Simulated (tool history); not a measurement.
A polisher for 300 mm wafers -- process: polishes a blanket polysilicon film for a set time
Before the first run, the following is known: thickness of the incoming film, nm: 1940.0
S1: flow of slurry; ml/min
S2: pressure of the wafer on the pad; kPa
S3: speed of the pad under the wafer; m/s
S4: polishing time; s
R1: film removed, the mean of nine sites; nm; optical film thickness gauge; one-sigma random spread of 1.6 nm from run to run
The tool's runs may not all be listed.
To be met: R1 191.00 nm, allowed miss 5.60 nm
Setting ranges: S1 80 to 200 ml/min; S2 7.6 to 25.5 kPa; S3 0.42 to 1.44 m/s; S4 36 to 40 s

Run 1, hour 0.0: S1 130 ml/min, S2 16.5 kPa, S3 0.92 m/s, S4 40 s. Result: R1 269.36 nm.
Run 2, hour 5.9: S1 130 ml/min, S2 16.5 kPa, S3 1.10 m/s, S4 40 s. Result: R1 322.94 nm.
Run 3, hour 12.7: S1 125 ml/min, S2 15.2 kPa, S3 1.10 m/s, S4 40 s. Result: R1 294.57 nm.
Run 4, hour 21.2: S1 120 ml/min, S2 13.8 kPa, S3 1.10 m/s, S4 40 s. Result: R1 269.32 nm.
Run 5, hour 24.6: S1 115 ml/min, S2 13.1 kPa, S3 1.10 m/s, S4 40 s. Result: R1 252.73 nm.
Run 6, hour 32.1: S1 115 ml/min, S2 13.1 kPa, S3 1.10 m/s, S4 40 s. Result: R1 254.79 nm.
Run 7, hour 34.8: S1 110 ml/min, S2 12.4 kPa, S3 1.10 m/s, S4 40 s. Result: R1 243.31 nm.
Run 8, hour 38.4: S1 110 ml/min, S2 11.7 kPa, S3 1.10 m/s, S4 40 s. Result: R1 226.09 nm.
Run 9, hour 39.0: S1 105 ml/min, S2 11.0 kPa, S3 1.10 m/s, S4 40 s. Result: R1 217.50 nm.
Run 10, hour 46.1: S1 100 ml/min, S2 10.3 kPa, S3 1.10 m/s, S4 40 s. Result: R1 204.17 nm.

Exactly one of the 4 candidate moves below puts every result within its allowed miss. Which one?
Run A, hour 53.2: S1 105 ml/min, S2 11.7 kPa, S3 1.06 m/s, S4 37 s. Result: R1 ?.
Run B, hour 53.2: S1 80 ml/min, S2 11.0 kPa, S3 1.22 m/s, S4 36 s. Result: R1 ?.
Run C, hour 53.2: S1 130 ml/min, S2 9.7 kPa, S3 1.08 m/s, S4 39 s. Result: R1 ?.
Run D, hour 53.2: S1 90 ml/min, S2 9.7 kPa, S3 1.20 m/s, S4 40 s. Result: R1 ?.

move      R1
   A  205.58
   B  208.10
   C  193.75
   D  207.63
A: its largest miss is bigger than the last run's
B: its largest miss is bigger than the last run's
C: all results land within tolerance of their targets
D: its largest miss is bigger than the last run's
So the answer is move C, the one that meets all the targets.
